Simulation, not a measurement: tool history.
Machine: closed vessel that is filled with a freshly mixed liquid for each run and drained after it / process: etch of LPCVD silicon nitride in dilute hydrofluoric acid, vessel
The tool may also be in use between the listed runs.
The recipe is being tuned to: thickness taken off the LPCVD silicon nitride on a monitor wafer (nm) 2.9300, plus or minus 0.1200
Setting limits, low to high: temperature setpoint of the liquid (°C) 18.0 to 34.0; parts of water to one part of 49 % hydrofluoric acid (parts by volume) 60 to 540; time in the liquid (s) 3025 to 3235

run	hour	temperature setpoint of the liquid (°C)	parts of water to one part of 49 % hydrofluoric acid (parts by volume)	time in the liquid (s)	thickness taken off the LPCVD silicon nitride on a monitor wafer (nm)
1	0.0	26.0	300	3025	4.9908
2	5.3	29.5	300	3025	6.1459
3	12.4	26.5	300	3025	5.1616
4	18.8	29.0	300	3025	5.9231
5	25.1	29.0	230	3025	7.8679
6	27.3	29.0	175	3025	10.1230
7	34.2	26.0	220	3025	7.0281
8	41.9	24.0	250	3025	5.3567
9	47.1	20.0	305	3025	3.4008
10	54.0	19.5	310	3025	3.2658
11	62.5	19.0	310	3025	3.0910

5 candidate next runs follow, results not yet known. Just one meets every target within its allowed miss. Identify it.
A	71.0	19.0	335	3235	?
B	71.0	18.0	285	3025	?
C	71.0	18.0	285	3120	?
D	71.0	20.0	325	3025	?
E	71.0	18.0	315	3025	?

move	thickness taken off the LPCVD silicon nitride on a monitor wafer (nm)
A	3.1638
B	3.2384
C	3.3401
D	3.2449
E	2.9433
A: misses by more than the last run did
B: misses by more than the last run did
C: misses by more than the last run did
D: misses by more than the last run did
E: every result within its allowed miss
Answer: E

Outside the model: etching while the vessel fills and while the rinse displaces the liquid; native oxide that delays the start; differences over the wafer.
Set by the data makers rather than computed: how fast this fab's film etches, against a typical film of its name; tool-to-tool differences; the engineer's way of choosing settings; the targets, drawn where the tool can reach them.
